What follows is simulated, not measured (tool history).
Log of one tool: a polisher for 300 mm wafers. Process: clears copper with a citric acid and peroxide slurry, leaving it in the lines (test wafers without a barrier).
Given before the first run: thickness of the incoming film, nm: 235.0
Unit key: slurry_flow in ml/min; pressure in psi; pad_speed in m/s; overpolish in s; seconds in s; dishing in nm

{"run": 1, "day": 0.0, "slurry_flow": 185, "pressure": 2.3, "pad_speed": 1.36, "slurry_solids": 1, "overpolish": 16, "seconds": 103.63, "dishing": 21.544}
{"run": 2, "day": 0.254, "slurry_flow": 185, "pressure": 2.3, "pad_speed": 1.36, "slurry_solids": 0.8, "overpolish": 16, "seconds": 105.84, "dishing": 21.116}
{"run": 3, "day": 0.612, "slurry_flow": 185, "pressure": 2.5, "pad_speed": 1.36, "slurry_solids": 0.8, "overpolish": 15, "seconds": 98.82, "dishing": 21.27}
{"run": 4, "day": 0.875, "slurry_flow": 185, "pressure": 2.5, "pad_speed": 1.06, "slurry_solids": 0.8, "overpolish": 15, "seconds": 127.17, "dishing": 18.326}
{"run": 5, "day": 1.021, "slurry_flow": 185, "pressure": 2.5, "pad_speed": 1.06, "slurry_solids": 0.8, "overpolish": 19, "seconds": 124.93, "dishing": 21.761}
{"run": 6, "day": 1.075, "slurry_flow": 185, "pressure": 2.8, "pad_speed": 1.1, "slurry_solids": 0.8, "overpolish": 18, "seconds": 112.21, "dishing": 22.191}
{"run": 7, "day": 1.338, "slurry_flow": 185, "pressure": 3, "pad_speed": 1.16, "slurry_solids": 0.8, "overpolish": 17, "seconds": 104.67, "dishing": 23.209}
{"run": 8, "day": 1.446, "slurry_flow": 210, "pressure": 3.6, "pad_speed": 1.46, "slurry_solids": 0.85, "overpolish": 10, "seconds": 71.192, "dishing": 20.379}

Run 9 is up next; what results do you expect?
{"run": 9, "day": 1.562, "slurry_flow": 210, "pressure": 3.5, "pad_speed": 1.48, "slurry_solids": 0.85, "overpolish": 11, "seconds": "?", "dishing": "?"}

{"run 9": {"seconds": 72.613, "dishing": 22.014}}
